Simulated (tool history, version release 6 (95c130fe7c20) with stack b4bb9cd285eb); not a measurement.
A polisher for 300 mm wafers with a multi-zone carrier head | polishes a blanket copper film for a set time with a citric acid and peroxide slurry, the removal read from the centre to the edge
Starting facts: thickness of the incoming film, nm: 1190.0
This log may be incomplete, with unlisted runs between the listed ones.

| run | hour | flow of slurry (ml/min) | pressure of the head's centre zone | pressure of the head's middle zone | pressure of the head's edge zone | abrasive content of the slurry | polishing time (s) | film removed at the wafer's centre (Å) | film removed at mid-radius (Å) | film removed at the wafer's edge (Å) |
|---|---|---|---|---|---|---|---|---|---|---|
| 1 | 0.0 | 295 | 1.00 | 1.00 | 1.00 | 1.00 | 84 | 2094.4 | 1992.9 | 2030.1 |
| 2 | 5.2 | 295 | 0.99 | 1.02 | 1.02 | 1.05 | 86 | 2139.0 | 2121.1 | 2142.1 |
| 3 | 11.5 | 295 | 0.99 | 1.02 | 1.02 | 1.20 | 86 | 2170.6 | 2142.0 | 2186.8 |
| 4 | 13.3 | 295 | 0.99 | 1.02 | 1.02 | 1.05 | 86 | 2119.8 | 2114.2 | 2130.5 |
| 5 | 20.4 | 295 | 0.99 | 1.04 | 1.04 | 1.10 | 88 | 2164.6 | 2226.7 | 2246.6 |
| 6 | 27.0 | 295 | 0.99 | 1.04 | 0.98 | 1.10 | 88 | 2177.3 | 2211.5 | 2170.1 |
| 7 | 31.9 | 295 | 0.99 | 1.04 | 0.98 | 1.10 | 88 | 2166.0 | 2179.6 | 2149.0 |
| 8 | 36.0 | 300 | 1.00 | 1.06 | 1.00 | 1.15 | 89 | 2322.9 | 2312.5 | 2251.4 |
| 9 | 41.4 | 300 | 1.00 | 1.07 | 1.02 | 1.20 | 90 | 2354.1 | 2382.6 | 2303.1 |
| 10 | 45.8 | 300 | 1.00 | 1.08 | 1.04 | 1.25 | 91 | 2338.9 | 2431.9 | 2367.0 |
| 11 | 53.0 | 305 | 1.00 | 1.09 | 1.05 | 1.30 | 92 | 2406.9 | 2512.7 | 2426.1 |

Run 12, settings as shown, results not yet in. Your forecast:
| 12 | 55.3 | 305 | 1.00 | 1.10 | 1.06 | 1.35 | 93 | ? | ? | ? |

film removed at the wafer's centre (Å): 2425.8
film removed at mid-radius (Å): 2566.0
film removed at the wafer's edge (Å): 2510.9

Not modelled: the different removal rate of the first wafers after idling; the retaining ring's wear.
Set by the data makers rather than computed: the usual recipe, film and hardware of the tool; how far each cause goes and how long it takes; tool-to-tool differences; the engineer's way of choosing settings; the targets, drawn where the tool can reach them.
